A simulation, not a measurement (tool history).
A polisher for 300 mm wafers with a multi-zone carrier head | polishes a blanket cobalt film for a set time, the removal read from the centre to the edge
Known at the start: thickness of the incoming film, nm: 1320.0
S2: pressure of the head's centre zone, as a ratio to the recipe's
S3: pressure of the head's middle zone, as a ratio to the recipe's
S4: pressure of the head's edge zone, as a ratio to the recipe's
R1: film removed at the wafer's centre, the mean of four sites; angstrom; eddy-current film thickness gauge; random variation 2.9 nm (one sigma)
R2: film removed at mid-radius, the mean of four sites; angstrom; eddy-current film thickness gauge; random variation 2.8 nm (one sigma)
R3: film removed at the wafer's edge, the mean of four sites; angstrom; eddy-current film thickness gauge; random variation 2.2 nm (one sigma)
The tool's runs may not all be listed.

{"run": 1, "hour": 0.0, "flow of slurry (ml/min)": 145, "S2": 1.0, "S3": 1.0, "S4": 1.0, "polishing time (s)": 37, "R1": 2439.9, "R2": 2406.2, "R3": 2451.1}
{"run": 2, "hour": 2.6, "flow of slurry (ml/min)": 145, "S2": 1.0, "S3": 0.95, "S4": 1.0, "polishing time (s)": 37, "R1": 2447.8, "R2": 2381.3, "R3": 2449.7}
{"run": 3, "hour": 5.8, "flow of slurry (ml/min)": 140, "S2": 1.0, "S3": 0.96, "S4": 0.95, "polishing time (s)": 35, "R1": 2330.6, "R2": 2217.6, "R3": 2279.9}
{"run": 4, "hour": 14.7, "flow of slurry (ml/min)": 140, "S2": 1.0, "S3": 0.96, "S4": 0.98, "polishing time (s)": 35, "R1": 2275.0, "R2": 2200.2, "R3": 2251.1}
{"run": 5, "hour": 15.8, "flow of slurry (ml/min)": 130, "S2": 1.0, "S3": 0.99, "S4": 0.95, "polishing time (s)": 33, "R1": 2177.4, "R2": 2129.0, "R3": 2092.1}
{"run": 6, "hour": 24.1, "flow of slurry (ml/min)": 130, "S2": 1.0, "S3": 0.93, "S4": 0.95, "polishing time (s)": 33, "R1": 2116.0, "R2": 2011.2, "R3": 2155.7}
{"run": 7, "hour": 31.1, "flow of slurry (ml/min)": 125, "S2": 1.0, "S3": 0.96, "S4": 0.93, "polishing time (s)": 32, "R1": 2043.9, "R2": 1966.9, "R3": 1972.8}
{"run": 8, "hour": 35.5, "flow of slurry (ml/min)": 120, "S2": 1.0, "S3": 0.97, "S4": 0.92, "polishing time (s)": 32, "R1": 2012.9, "R2": 2002.2, "R3": 1964.7}
{"run": 9, "hour": 36.1, "flow of slurry (ml/min)": 115, "S2": 1.01, "S3": 0.97, "S4": 0.91, "polishing time (s)": 32, "R1": 1979.5, "R2": 1923.0, "R3": 1940.6}

Run 10 comes next. What will it give?
{"run": 10, "hour": 40.3, "flow of slurry (ml/min)": 115, "S2": 1.01, "S3": 0.99, "S4": 0.89, "polishing time (s)": 32, "R1": "?", "R2": "?", "R3": "?"}

{"run 10": {"R1": 2029.9, "R2": 2022.5, "R3": 1915.0}}

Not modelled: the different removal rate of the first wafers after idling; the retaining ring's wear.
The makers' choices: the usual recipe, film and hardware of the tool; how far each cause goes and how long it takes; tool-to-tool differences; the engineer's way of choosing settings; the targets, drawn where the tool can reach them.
